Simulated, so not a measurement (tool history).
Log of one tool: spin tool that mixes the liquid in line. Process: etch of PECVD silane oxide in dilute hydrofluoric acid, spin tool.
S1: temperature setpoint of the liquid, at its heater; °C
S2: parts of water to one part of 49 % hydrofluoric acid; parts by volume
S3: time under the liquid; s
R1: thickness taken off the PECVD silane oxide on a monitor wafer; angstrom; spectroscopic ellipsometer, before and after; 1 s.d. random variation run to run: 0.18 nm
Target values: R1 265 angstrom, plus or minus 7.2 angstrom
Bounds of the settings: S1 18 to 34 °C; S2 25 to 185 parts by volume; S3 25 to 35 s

run	day	S1	S2	S3	R1
1	0	26	105	35	68.138
2	0.025	26	105	25	48.189
3	0.175	28.5	80	30	86.942
4	0.446	30	65	30	115.38
# day 0.592: thermometer replaced
5	0.592	32.5	65	30	139.35
6	0.933	32.5	95	30	90.748
7	1.004	33	75	30	120.8
8	1.108	33.5	60	30	158.67
9	1.412	33.5	50	30	191.9
10	1.625	34	25	30	412.3
11	1.754	30	25	30	354.94
12	1.892	27.5	25	30	317.73
13	2.142	25.5	25	30	291.69
14	2.512	25.5	25	30	294.99

Exactly one of the 4 candidate moves below puts every result within its allowed miss. Which one?
A	2.883	23.5	25	35	?
B	2.883	25.5	25	35	?
C	2.883	29	25	30	?
D	2.883	24	30	35	?

move	R1
A	309.23
B	336.25
C	332.75
D	261.41
A: misses by more than the last run did
B: misses by more than the last run did
C: misses by more than the last run did
D: every result within its allowed miss
Go with D: it meets all targets.
